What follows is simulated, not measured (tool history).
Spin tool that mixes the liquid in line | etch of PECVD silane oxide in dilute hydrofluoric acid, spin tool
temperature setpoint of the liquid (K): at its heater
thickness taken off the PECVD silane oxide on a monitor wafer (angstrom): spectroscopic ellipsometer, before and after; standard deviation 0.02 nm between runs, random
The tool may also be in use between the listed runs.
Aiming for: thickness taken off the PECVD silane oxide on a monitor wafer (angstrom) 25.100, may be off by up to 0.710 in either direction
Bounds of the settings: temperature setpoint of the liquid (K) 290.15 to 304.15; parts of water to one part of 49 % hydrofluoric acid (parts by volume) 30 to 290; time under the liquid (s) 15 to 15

| run | hour | temperature setpoint of the liquid (K) | parts of water to one part of 49 % hydrofluoric acid (parts by volume) | time under the liquid (s) | thickness taken off the PECVD silane oxide on a monitor wafer (angstrom) |
|---|---|---|---|---|---|
| 1 | 0.0 | 296.15 | 160 | 15 | 14.052 |
| 2 | 3.8 | 296.15 | 160 | 15 | 14.051 |
| 3 | 4.4 | 296.15 | 180 | 15 | 12.157 |
| 4 | 10.0 | 297.15 | 170 | 15 | 13.446 |
|  | 13.1 | thermometer replaced |
| 5 | 13.1 | 298.65 | 170 | 15 | 13.107 |
| 6 | 20.1 | 298.65 | 150 | 15 | 15.240 |
| 7 | 21.6 | 302.65 | 100 | 15 | 28.741 |
| 8 | 24.2 | 302.15 | 100 | 15 | 28.085 |
| 9 | 25.4 | 301.65 | 100 | 15 | 27.570 |
| 10 | 32.6 | 301.15 | 100 | 15 | 27.289 |
| 11 | 38.6 | 300.65 | 100 | 15 | 26.492 |

Of the 4 settings listed for the next run, only one would bring every result within its allowed miss of target. Which one?
| A | 44.6 | 299.65 | 110 | 15 | ? |
| B | 44.6 | 303.15 | 115 | 15 | ? |
| C | 44.6 | 300.65 | 95 | 15 | ? |
| D | 44.6 | 298.65 | 90 | 15 | ? |

| move | thickness taken off the PECVD silane oxide on a monitor wafer (angstrom) |
|---|---|
| A | 23.009 |
| B | 24.948 |
| C | 28.238 |
| D | 27.755 |
A: the result that was furthest off in the last run now lies on the other side of its target
B: meets every target
C: moves away from the targets compared with the last run
D: moves away from the targets compared with the last run
The right move is B.
